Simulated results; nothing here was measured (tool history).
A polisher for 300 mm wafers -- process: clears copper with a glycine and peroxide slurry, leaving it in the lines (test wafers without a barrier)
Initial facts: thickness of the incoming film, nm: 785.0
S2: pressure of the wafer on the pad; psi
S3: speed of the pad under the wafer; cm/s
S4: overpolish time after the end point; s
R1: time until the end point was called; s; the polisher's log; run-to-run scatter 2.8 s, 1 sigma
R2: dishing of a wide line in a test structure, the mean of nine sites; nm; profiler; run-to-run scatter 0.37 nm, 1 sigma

{"run": 1, "day": 0.0, "flow of slurry (ml/min)": 285, "S2": 2.2, "S3": 122, "S4": 9, "R1": 125.22, "R2": 38.35}
{"run": 2, "day": 0.067, "flow of slurry (ml/min)": 285, "S2": 2.1, "S3": 122, "S4": 7, "R1": 127.48, "R2": 30.899}
{"run": 3, "day": 0.196, "flow of slurry (ml/min)": 285, "S2": 2.0, "S3": 122, "S4": 6, "R1": 138.99, "R2": 25.56}
{"run": 4, "day": 0.542, "flow of slurry (ml/min)": 285, "S2": 2.0, "S3": 150, "S4": 6, "R1": 118.53, "R2": 28.16}
{"run": 5, "day": 0.762, "flow of slurry (ml/min)": 285, "S2": 1.8, "S3": 150, "S4": 6, "R1": 133.19, "R2": 26.114}
{"run": 6, "day": 1.05, "flow of slurry (ml/min)": 285, "S2": 2.1, "S3": 150, "S4": 6, "R1": 115.75, "R2": 28.241}
{"run": 7, "day": 1.354, "flow of slurry (ml/min)": 285, "S2": 1.9, "S3": 150, "S4": 5, "R1": 121.55, "R2": 23.545}

Run 8 is up next; what results do you expect?
{"run": 8, "day": 1.538, "flow of slurry (ml/min)": 285, "S2": 1.3, "S3": 144, "S4": 5, "R1": "?", "R2": "?"}

R1: 177.59 s
R2: 16.470 nm

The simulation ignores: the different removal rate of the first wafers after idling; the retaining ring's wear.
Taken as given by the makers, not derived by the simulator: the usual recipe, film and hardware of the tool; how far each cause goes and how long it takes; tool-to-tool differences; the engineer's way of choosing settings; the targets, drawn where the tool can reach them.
